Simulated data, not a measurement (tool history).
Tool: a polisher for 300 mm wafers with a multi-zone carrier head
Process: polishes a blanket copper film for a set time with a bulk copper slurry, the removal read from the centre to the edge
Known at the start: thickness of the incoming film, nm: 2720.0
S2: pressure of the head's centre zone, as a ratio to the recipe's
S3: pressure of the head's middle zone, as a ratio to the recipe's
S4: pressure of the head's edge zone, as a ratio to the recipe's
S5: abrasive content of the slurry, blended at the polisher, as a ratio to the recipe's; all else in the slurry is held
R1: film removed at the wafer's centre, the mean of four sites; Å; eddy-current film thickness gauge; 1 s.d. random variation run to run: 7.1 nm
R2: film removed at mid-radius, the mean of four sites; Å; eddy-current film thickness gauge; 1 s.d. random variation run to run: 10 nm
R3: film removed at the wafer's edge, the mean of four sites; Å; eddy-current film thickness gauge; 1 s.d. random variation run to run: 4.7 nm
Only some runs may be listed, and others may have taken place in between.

run 1 hour=0 | flow_of_slurry_(ml/min)=145 S2=1 S3=1 S4=1 S5=1 polishing_time_(s)=41 | R1=4742.6 R2=4827.5 R3=4840.3
run 2 hour=1.9 | flow_of_slurry_(ml/min)=145 S2=1 S3=1 S4=1 S5=1 polishing_time_(s)=37 | R1=4345.8 R2=4343.7 R3=4340.4
run 3 hour=9.8 | flow_of_slurry_(ml/min)=145 S2=1 S3=1 S4=0.97 S5=1 polishing_time_(s)=37 | R1=4337.3 R2=4410.4 R3=4329.8
run 4 hour=14.1 | flow_of_slurry_(ml/min)=145 S2=1 S3=1 S4=1.03 S5=1 polishing_time_(s)=37 | R1=4252.1 R2=4326.7 R3=4400.3
run 5 hour=23.1 | flow_of_slurry_(ml/min)=145 S2=1 S3=1 S4=1.1 S5=1 polishing_time_(s)=37 | R1=4307.4 R2=4307.8 R3=4555.6
run 6 hour=30.2 | flow_of_slurry_(ml/min)=145 S2=1.07 S3=1 S4=1.1 S5=1 polishing_time_(s)=37 | R1=4692.4 R2=4407.9 R3=4602.4
run 7 hour=35 | flow_of_slurry_(ml/min)=150 S2=1.07 S3=1 S4=1.11 S5=1.05 polishing_time_(s)=39 | R1=4918.3 R2=4735.8 R3=4904
run 8 hour=42.3 | flow_of_slurry_(ml/min)=150 S2=1.07 S3=1 S4=1.11 S5=1.05 polishing_time_(s)=39 | R1=5018.1 R2=4712.2 R3=4849.7
run 9 hour=50.3 | flow_of_slurry_(ml/min)=145 S2=1.06 S3=0.99 S4=1.12 S5=1.1 polishing_time_(s)=42 | R1=5297 R2=4978.4 R3=5271.2
run 10 hour=53.9 | flow_of_slurry_(ml/min)=150 S2=1.05 S3=0.99 S4=1.13 S5=1.15 polishing_time_(s)=44 | R1=5490.5 R2=5407.7 R3=5565.1
run 11 hour=61.4 | flow_of_slurry_(ml/min)=150 S2=1.05 S3=0.98 S4=1.14 S5=1.2 polishing_time_(s)=46 | R1=5909.7 R2=5411.3 R3=5998.2
run 12 hour=65 | flow_of_slurry_(ml/min)=155 S2=1.05 S3=0.99 S4=1.15 S5=1.25 polishing_time_(s)=47 | R1=6012.8 R2=5749.8 R3=6129.6
run 13 hour=69.5 | flow_of_slurry_(ml/min)=160 S2=1.05 S3=0.99 S4=1.16 S5=1.25 polishing_time_(s)=48 | R1=6215.7 R2=5947.9 R3=6328.1
run 14 hour=72.9 | flow_of_slurry_(ml/min)=160 S2=1.05 S3=0.99 S4=1.16 S5=1.3 polishing_time_(s)=49 | R1=6498.7 R2=6003.6 R3=6519.2

Run 15 comes next. What will it give?
run 15 hour=75.5 | flow_of_slurry_(ml/min)=200 S2=0.99 S3=1.04 S4=1.19 S5=1.5 polishing_time_(s)=51 | R1=? R2=? R3=?

R1: 6744.9 Å
R2: 7035.5 Å
R3: 7289.5 Å
